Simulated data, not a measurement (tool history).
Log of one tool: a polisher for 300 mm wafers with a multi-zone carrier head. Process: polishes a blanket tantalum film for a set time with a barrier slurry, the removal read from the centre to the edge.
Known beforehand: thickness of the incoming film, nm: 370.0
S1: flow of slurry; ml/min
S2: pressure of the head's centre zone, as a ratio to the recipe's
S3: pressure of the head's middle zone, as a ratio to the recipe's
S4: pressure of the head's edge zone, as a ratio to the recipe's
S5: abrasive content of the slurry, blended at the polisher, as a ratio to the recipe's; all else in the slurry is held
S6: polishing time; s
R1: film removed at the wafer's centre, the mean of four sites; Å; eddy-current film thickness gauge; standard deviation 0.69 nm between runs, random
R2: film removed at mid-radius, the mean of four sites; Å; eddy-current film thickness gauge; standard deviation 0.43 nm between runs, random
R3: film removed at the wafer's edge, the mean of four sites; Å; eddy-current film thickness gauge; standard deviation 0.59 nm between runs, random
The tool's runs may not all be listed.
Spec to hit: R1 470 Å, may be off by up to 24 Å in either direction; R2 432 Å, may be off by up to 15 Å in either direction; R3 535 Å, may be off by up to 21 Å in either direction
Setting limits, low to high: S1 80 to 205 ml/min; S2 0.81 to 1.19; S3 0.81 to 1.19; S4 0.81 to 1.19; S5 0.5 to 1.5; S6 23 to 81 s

run    day   S1    S2    S3    S4   S5  S6      R1      R2      R3
  1      0  135     1     1     1    1  52  620.16  609.17  608.39
  2    0.1  135     1     1  0.94    1  52   620.4  606.42  575.19
  3  0.179  135  1.08     1  0.94    1  52  669.13  609.98  581.42
  4  0.554  135  1.08     1  0.99    1  52  655.22  610.86  607.41
  5  0.754  120  1.04  0.95  1.01  0.9  52   607.3   545.7  583.15
  6   0.95  120  1.04  0.95  0.98  0.9  52  603.04  536.35  568.43
  7  1.083  120  1.04  0.95  0.98  0.9  52   594.9  545.94  567.81
  8  1.167   85  0.94  0.85  1.06  0.7  51  449.71   398.3  489.26
  9  1.188   95  0.93  0.86  1.08  0.7  51  461.04  422.62  510.12
 10  1.246   95  0.93  0.86   1.1  0.7  51  448.95  412.61  511.88
 11  1.492  100  0.93  0.86   1.1  0.7  51  463.91  420.61  514.84

Of the 4 settings listed for the next run, only one would bring every result within its allowed miss of target. Which one?
  A  1.738  120     1  0.93  1.07  0.55  55   ?   ?   ?
  B  1.738   80  0.87  0.89  1.16  0.85  50   ?   ?   ?
  C  1.738   80  0.96  0.81  1.07   0.6  57   ?   ?   ?
  D  1.738   90  0.94  0.86  1.13  0.85  49   ?   ?   ?

move      R1      R2      R3
   A  467.05  433.49  483.43
   B  430.72  447.28  553.51
   C   448.4  391.72  503.61
   D     469  437.28  544.92
A: lands further from the targets than the last run did
B: meets the target for the result that was furthest off, but another lies outside its allowed miss
C: lands further from the targets than the last run did
D: meets every target
Correct choice: D, which meets every target

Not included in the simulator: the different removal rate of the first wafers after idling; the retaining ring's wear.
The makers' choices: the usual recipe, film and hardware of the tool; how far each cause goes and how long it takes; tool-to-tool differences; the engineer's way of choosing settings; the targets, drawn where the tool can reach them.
